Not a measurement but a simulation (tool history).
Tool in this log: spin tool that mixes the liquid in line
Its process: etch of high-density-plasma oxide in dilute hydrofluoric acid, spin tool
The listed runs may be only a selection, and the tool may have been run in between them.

run,hour,temperature setpoint of the liquid (°C),parts of water to one part of 49 % hydrofluoric acid (parts by volume),time under the liquid (s),thickness taken off the high-density-plasma oxide on a monitor wafer (Å)
1,0,26,160,265,70.257
2,1.5,28,135,265,93.452
3,8.4,29.5,120,265,114.19
4,15.6,31,110,265,131.81
5,21.1,31,110,285,144.06
6,26.3,31,135,285,111.74
7,28.3,31.5,125,285,123.63
8,37.4,31.5,125,285,127.19
9,42.6,34,85,285,214.45
10,51.1,34,85,285,216.73
11,58.6,32.5,85,285,201.89
12,60,31.5,85,285,195.33
13,61.3,30.5,85,285,188.67

Run 14 has not been measured yet. What should we expect?
# hour 64.9: hydrofluoric acid flow meter replaced
14,64.9,30,85,285,?

{"run 14": {"thickness taken off the high-density-plasma oxide on a monitor wafer (Å)": 197.55}}
